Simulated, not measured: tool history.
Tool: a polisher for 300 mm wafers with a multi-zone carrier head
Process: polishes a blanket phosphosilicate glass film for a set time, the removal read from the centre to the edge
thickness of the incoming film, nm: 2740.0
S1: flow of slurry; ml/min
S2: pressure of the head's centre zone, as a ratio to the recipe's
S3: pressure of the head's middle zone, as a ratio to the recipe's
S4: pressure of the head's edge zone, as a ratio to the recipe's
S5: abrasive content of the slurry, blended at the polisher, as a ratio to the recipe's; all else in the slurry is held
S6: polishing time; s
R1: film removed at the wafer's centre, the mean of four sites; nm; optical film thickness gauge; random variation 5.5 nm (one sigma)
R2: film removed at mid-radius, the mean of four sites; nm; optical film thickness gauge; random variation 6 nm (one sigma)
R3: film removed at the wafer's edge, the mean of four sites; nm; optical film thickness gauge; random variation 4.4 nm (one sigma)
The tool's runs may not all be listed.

run,hour,S1,S2,S3,S4,S5,S6,R1,R2,R3
1,0.0,145,1.00,1.00,1.00,1.00,54,402.22,414.50,417.36
2,6.1,145,1.00,1.00,1.00,1.00,62,464.94,468.96,494.12
3,8.7,145,1.02,0.98,0.98,1.00,62,474.42,465.07,480.74
4,9.6,145,1.02,0.98,1.06,1.00,62,465.53,462.42,500.40
5,16.9,145,0.96,0.98,1.06,1.00,62,450.56,462.49,496.75
6,19.1,145,0.96,0.98,1.06,1.00,51,369.15,379.05,406.84

The next listed run, before its measurement:
7,22.6,160,1.02,0.98,1.07,1.05,51,?,?,?

R1: 400.40 nm
R2: 394.13 nm
R3: 427.22 nm
